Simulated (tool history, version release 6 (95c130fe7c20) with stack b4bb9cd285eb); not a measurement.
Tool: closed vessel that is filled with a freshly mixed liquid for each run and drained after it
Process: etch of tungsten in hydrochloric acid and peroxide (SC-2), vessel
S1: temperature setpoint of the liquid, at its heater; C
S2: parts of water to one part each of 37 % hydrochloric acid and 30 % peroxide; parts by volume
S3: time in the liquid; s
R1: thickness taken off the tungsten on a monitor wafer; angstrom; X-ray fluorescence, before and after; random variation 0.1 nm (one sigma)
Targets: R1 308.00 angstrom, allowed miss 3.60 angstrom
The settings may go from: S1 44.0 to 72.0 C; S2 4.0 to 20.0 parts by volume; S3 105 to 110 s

Run 1, hour 0.0: S1 60.0 C, S2 11.0 parts by volume, S3 105 s. Result: R1 280.18 angstrom.
Run 2, hour 3.9: S1 60.0 C, S2 12.5 parts by volume, S3 105 s. Result: R1 250.75 angstrom.
Run 3, hour 10.1: S1 61.0 C, S2 12.5 parts by volume, S3 105 s. Result: R1 267.97 angstrom.
Run 4, hour 13.3: S1 57.0 C, S2 12.5 parts by volume, S3 105 s. Result: R1 207.77 angstrom.
Run 5, hour 18.6: S1 50.0 C, S2 12.5 parts by volume, S3 105 s. Result: R1 131.44 angstrom.
Run 6, hour 26.3: S1 50.0 C, S2 16.5 parts by volume, S3 105 s. Result: R1 103.42 angstrom.
Run 7, hour 28.0: S1 55.5 C, S2 16.5 parts by volume, S3 105 s. Result: R1 148.19 angstrom.
Run 8, hour 34.0: S1 59.0 C, S2 16.5 parts by volume, S3 105 s. Result: R1 185.07 angstrom.
Run 9, hour 40.9: S1 61.5 C, S2 16.5 parts by volume, S3 105 s. Result: R1 216.76 angstrom.
Run 10, hour 48.4: S1 68.0 C, S2 16.5 parts by volume, S3 105 s. Result: R1 321.54 angstrom.
Run 11, hour 50.2: S1 67.5 C, S2 16.5 parts by volume, S3 105 s. Result: R1 312.24 angstrom.
Run 12, hour 55.4: S1 67.0 C, S2 16.5 parts by volume, S3 105 s. Result: R1 301.54 angstrom.
Run 13, hour 63.5: S1 67.0 C, S2 16.5 parts by volume, S3 105 s. Result: R1 303.11 angstrom.
Run 14, hour 71.1: S1 67.5 C, S2 16.5 parts by volume, S3 105 s. Result: R1 312.26 angstrom.
Run 15, hour 71.8: S1 67.0 C, S2 16.5 parts by volume, S3 105 s. Result: R1 302.03 angstrom.
Run 16, hour 74.5: S1 67.5 C, S2 16.5 parts by volume, S3 105 s. Result: R1 311.55 angstrom.
Run 17, hour 76.9: S1 67.0 C, S2 16.5 parts by volume, S3 105 s. Result: R1 302.43 angstrom.
Run 18, hour 81.6: S1 67.5 C, S2 16.5 parts by volume, S3 105 s. Result: R1 310.97 angstrom.
Run 19, hour 84.0: S1 67.0 C, S2 16.5 parts by volume, S3 105 s. Result: R1 301.29 angstrom.
Run 20, hour 88.5: S1 67.5 C, S2 16.5 parts by volume, S3 105 s. Result: R1 313.75 angstrom.
Run 21, hour 91.5: S1 67.0 C, S2 16.5 parts by volume, S3 105 s. Result: R1 305.62 angstrom.
Run 22, hour 92.0: S1 67.0 C, S2 16.5 parts by volume, S3 105 s. Result: R1 302.68 angstrom.
Run 23, hour 98.4: S1 67.5 C, S2 16.5 parts by volume, S3 105 s. Result: R1 312.81 angstrom.
Run 24, hour 105.9: S1 67.0 C, S2 16.5 parts by volume, S3 105 s. Result: R1 303.83 angstrom.
Run 25, hour 110.4: S1 67.5 C, S2 16.5 parts by volume, S3 105 s. Result: R1 312.88 angstrom.
Run 26, hour 115.6: S1 67.0 C, S2 16.5 parts by volume, S3 105 s. Result: R1 303.10 angstrom.
Run 27, hour 121.2: S1 67.5 C, S2 16.5 parts by volume, S3 105 s. Result: R1 314.94 angstrom.

Which of these 5 next moves meets every target?
Run A, hour 126.8: S1 66.5 C, S2 17.0 parts by volume, S3 110 s. Result: R1 ?.
Run B, hour 126.8: S1 69.5 C, S2 19.5 parts by volume, S3 110 s. Result: R1 ?.
Run C, hour 126.8: S1 65.5 C, S2 15.5 parts by volume, S3 110 s. Result: R1 ?.
Run D, hour 126.8: S1 69.5 C, S2 18.0 parts by volume, S3 105 s. Result: R1 ?.
Run E, hour 126.8: S1 64.0 C, S2 12.5 parts by volume, S3 105 s. Result: R1 ?.

move      R1
   A  301.00
   B  318.29
   C  307.60
   D  326.61
   E  323.39
A: takes the result that was furthest off past its target
B: further off than the last run
C: meets every target
D: further off than the last run
E: further off than the last run
Move C is the one to make.

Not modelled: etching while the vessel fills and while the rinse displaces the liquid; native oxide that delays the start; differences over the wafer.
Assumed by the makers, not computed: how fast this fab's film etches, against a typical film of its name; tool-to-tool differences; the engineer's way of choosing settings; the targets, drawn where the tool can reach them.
